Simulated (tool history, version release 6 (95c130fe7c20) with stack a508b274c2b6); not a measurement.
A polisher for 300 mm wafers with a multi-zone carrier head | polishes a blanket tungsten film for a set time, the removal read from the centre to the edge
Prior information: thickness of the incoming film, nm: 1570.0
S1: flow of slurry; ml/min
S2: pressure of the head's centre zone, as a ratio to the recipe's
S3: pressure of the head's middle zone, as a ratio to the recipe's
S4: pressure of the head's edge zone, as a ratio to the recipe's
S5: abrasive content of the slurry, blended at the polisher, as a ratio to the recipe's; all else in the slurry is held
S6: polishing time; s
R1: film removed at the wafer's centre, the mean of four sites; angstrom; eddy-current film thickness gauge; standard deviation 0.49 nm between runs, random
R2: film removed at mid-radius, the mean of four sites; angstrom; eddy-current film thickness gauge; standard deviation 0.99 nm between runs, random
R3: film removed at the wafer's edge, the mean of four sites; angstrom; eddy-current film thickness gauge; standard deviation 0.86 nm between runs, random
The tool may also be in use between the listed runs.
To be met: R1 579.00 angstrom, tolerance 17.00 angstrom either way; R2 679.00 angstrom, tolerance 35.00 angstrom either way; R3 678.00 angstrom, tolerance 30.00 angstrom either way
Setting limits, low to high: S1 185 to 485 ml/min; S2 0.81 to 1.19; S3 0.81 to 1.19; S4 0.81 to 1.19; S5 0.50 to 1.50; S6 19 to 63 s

run	hour	S1	S2	S3	S4	S5	S6	R1	R2	R3
1	0.0	310	1.00	1.00	1.00	1.00	41	1075.40	1077.80	1096.60
2	8.4	305	0.95	0.99	0.97	0.85	37	911.64	935.20	941.14
3	12.2	305	0.95	0.99	0.97	0.65	37	863.22	895.19	918.45
4	19.0	300	0.91	0.99	0.96	0.60	34	747.71	828.50	842.14
5	26.8	295	0.89	0.98	0.93	0.55	32	679.39	767.29	767.65
6	30.2	290	0.87	0.96	0.90	0.55	32	677.55	758.06	754.10
7	32.5	285	0.85	0.95	0.89	0.55	31	629.23	727.77	728.18
8	37.0	280	0.84	0.94	0.87	0.55	31	619.33	701.50	699.64
9	40.1	270	0.83	0.94	0.87	0.55	31	605.82	712.52	718.14
10	42.2	270	0.83	0.94	0.87	0.55	31	597.75	707.34	712.88
11	43.5	265	0.83	0.93	0.86	0.55	31	610.63	696.85	711.72
12	48.3	265	0.82	0.93	0.85	0.55	31	602.14	679.47	705.93
13	53.5	265	0.82	0.94	0.84	0.55	31	594.88	703.50	698.67
14	60.1	260	0.82	0.94	0.83	0.55	31	593.47	703.37	691.28
15	63.1	255	0.82	0.93	0.83	0.55	31	597.19	690.56	691.57

Of the 5 settings listed for the next run, only one would bring every result within its allowed miss of target. Which one?
A	66.1	245	0.89	0.86	0.82	0.65	30	?	?	?
B	66.1	345	0.81	0.96	0.91	0.60	30	?	?	?
C	66.1	225	0.84	0.83	0.89	0.70	31	?	?	?
D	66.1	190	0.81	0.94	1.00	0.50	32	?	?	?
E	66.1	190	0.85	0.99	0.89	0.50	31	?	?	?

move	R1	R2	R3
A	637.22	649.47	676.43
B	598.39	728.01	721.02
C	619.15	651.99	726.43
D	570.21	688.22	739.46
E	580.12	694.73	677.79
A: its largest miss is bigger than the last run's
B: its largest miss is bigger than the last run's
C: its largest miss is bigger than the last run's
D: gets the furthest-off result to its target, but another result is out of tolerance
E: hits every target within its allowed miss
Move E is the one to make.

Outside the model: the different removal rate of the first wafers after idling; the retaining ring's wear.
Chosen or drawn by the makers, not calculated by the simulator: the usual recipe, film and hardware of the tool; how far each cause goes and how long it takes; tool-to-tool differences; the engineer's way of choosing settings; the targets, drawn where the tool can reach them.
